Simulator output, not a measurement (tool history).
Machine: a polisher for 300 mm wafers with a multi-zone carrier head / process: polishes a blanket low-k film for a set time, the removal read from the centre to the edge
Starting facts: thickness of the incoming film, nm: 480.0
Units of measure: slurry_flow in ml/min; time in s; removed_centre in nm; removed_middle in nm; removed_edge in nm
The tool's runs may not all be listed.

run  hour  slurry_flow  centre_zone  middle_zone  edge_zone  slurry_solids  time  removed_centre  removed_middle  removed_edge
  1     0          255            1            1          1              1    54          29.205          30.068        30.488
  2   4.3          250         0.98         0.96       0.98           0.85    53          26.498          27.134        28.102
  3   9.1          250         0.98         0.89       0.98           0.85    53          26.629          25.003        27.946
  4  17.5          250          0.9         0.89       0.98           0.85    53          24.516          25.805        28.654
  5  21.1          250          0.9         0.89       0.98           0.75    53          23.382           23.94        26.818
  6  22.8          250          0.9         0.88       0.96            0.7    53          23.148          23.441        26.222

What will run 7 give?
  7  30.4          245          0.9         0.87       0.94           0.65    52               ?               ?             ?

Logged for run 7: removed_centre 22.213 nm, removed_middle 22.545 nm, removed_edge 25.18 nm.
